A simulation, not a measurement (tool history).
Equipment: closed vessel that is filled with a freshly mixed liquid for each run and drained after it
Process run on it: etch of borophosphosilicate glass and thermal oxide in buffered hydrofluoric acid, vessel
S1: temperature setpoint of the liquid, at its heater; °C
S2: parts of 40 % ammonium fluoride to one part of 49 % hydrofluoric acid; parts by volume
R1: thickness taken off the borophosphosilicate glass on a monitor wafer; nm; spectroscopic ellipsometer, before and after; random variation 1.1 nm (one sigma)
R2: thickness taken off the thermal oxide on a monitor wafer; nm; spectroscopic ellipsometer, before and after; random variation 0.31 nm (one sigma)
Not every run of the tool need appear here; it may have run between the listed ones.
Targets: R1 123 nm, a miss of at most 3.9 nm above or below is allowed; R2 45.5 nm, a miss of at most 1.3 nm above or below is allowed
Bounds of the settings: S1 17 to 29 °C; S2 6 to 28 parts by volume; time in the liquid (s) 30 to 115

run 1 day=0 | S1=21 S2=17 time_in_the_liquid_(s)=60 | R1=94.658 R2=34.587
run 2 day=0.1 | S1=21.5 S2=17 time_in_the_liquid_(s)=60 | R1=96.589 R2=35.28
run 3 day=0.288 | S1=21.5 S2=17 time_in_the_liquid_(s)=50 | R1=80.271 R2=29.574
run 4 day=0.475 | S1=22.5 S2=17 time_in_the_liquid_(s)=50 | R1=85.066 R2=31.285
run 5 day=0.6 | S1=23.5 S2=17 time_in_the_liquid_(s)=50 | R1=90.205 R2=33.121
run 6 day=0.888 | S1=22 S2=17 time_in_the_liquid_(s)=50 | R1=81.932 R2=30.829
run 7 day=0.967 | S1=23 S2=17 time_in_the_liquid_(s)=50 | R1=87.15 R2=32.25
run 8 day=1.083 | S1=24 S2=17 time_in_the_liquid_(s)=50 | R1=91.059 R2=34.318
run 9 day=1.308 | S1=24.5 S2=16.5 time_in_the_liquid_(s)=50 | R1=96.831 R2=35.409
run 10 day=1.388 | S1=25 S2=16.5 time_in_the_liquid_(s)=50 | R1=99.161 R2=37.336
run 11 day=1.688 | S1=25.5 S2=16.5 time_in_the_liquid_(s)=50 | R1=103.31 R2=37.486
run 12 day=1.883 | S1=26 S2=16.5 time_in_the_liquid_(s)=50 | R1=106.17 R2=38.681
run 13 day=1.971 | S1=26.5 S2=16.5 time_in_the_liquid_(s)=50 | R1=108.97 R2=40.587
run 14 day=2.179 | S1=27 S2=16.5 time_in_the_liquid_(s)=50 | R1=111.15 R2=41.205

Pick the move, out of 5, that brings all results within their allowed miss; only one does.
run A day=2.388 | S1=29 S2=15 time_in_the_liquid_(s)=45 | R1=? R2=?
run B day=2.388 | S1=19.5 S2=8 time_in_the_liquid_(s)=45 | R1=? R2=?
run C day=2.388 | S1=26 S2=14.5 time_in_the_liquid_(s)=55 | R1=? R2=?
run D day=2.388 | S1=29 S2=24.5 time_in_the_liquid_(s)=65 | R1=? R2=?
run E day=2.388 | S1=24.5 S2=10 time_in_the_liquid_(s)=30 | R1=? R2=?

move=A R1=122.67 R2=45.61
move=B R1=133.33 R2=49.055
move=C R1=132.27 R2=49.099
move=D R1=116.09 R2=43.223
move=E R1=95.922 R2=35.499
A: hits every target within its allowed miss
B: takes the biggest miss from the last run beyond its target
C: takes the biggest miss from the last run beyond its target
D: nearer than the last run, and not there yet
E: further off than the last run
Answer: A
